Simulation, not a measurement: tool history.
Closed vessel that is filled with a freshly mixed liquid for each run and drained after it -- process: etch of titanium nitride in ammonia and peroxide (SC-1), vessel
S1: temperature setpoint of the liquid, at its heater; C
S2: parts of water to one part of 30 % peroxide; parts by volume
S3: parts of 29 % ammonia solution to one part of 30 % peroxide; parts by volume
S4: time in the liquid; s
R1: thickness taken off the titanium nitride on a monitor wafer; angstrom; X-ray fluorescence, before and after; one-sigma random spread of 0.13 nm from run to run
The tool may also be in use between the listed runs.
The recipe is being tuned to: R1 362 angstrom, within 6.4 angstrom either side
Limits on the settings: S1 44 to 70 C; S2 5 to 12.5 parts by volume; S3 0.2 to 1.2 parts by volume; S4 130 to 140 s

| run | hour | S1 | S2 | S3 | S4 | R1 |
|---|---|---|---|---|---|---|
| 1 | 0 | 60 | 7 | 0.75 | 130 | 209.13 |
| 2 | 5.3 | 62.5 | 7 | 0.75 | 130 | 246.33 |
| 3 | 9.3 | 64.5 | 7 | 0.75 | 130 | 280.21 |
| 4 | 12.6 | 65.5 | 7 | 0.75 | 130 | 298.19 |
| 5 | 13.6 | 65.5 | 7 | 0.75 | 140 | 321.68 |
| 6 | 20.7 | 65.5 | 7 | 0.75 | 140 | 319.99 |
| 7 | 28.3 | 66 | 7 | 0.75 | 140 | 331.44 |
| 8 | 29.7 | 66 | 7 | 0.75 | 140 | 328.67 |
| 9 | 33.9 | 68 | 7 | 0.75 | 140 | 375.76 |

Of the 5 settings listed for the next run, only one would bring every result within its allowed miss of target. Which one?
| A | 38.1 | 68 | 7.5 | 0.75 | 140 | ? |
| B | 38.1 | 68 | 7 | 0.8 | 140 | ? |
| C | 38.1 | 67.5 | 6 | 0.55 | 140 | ? |
| D | 38.1 | 68 | 6 | 0.85 | 130 | ? |
| E | 38.1 | 68 | 6.5 | 0.65 | 140 | ? |

| move | R1 |
|---|---|
| A | 362.26 |
| B | 378.11 |
| C | 372.73 |
| D | 380.6 |
| E | 379.82 |
A: every result within its allowed miss
B: lands further from the targets than the last run did
C: moves toward the targets from the last run without getting all of them in spec
D: lands further from the targets than the last run did
E: lands further from the targets than the last run did
Go with A: it meets all targets.
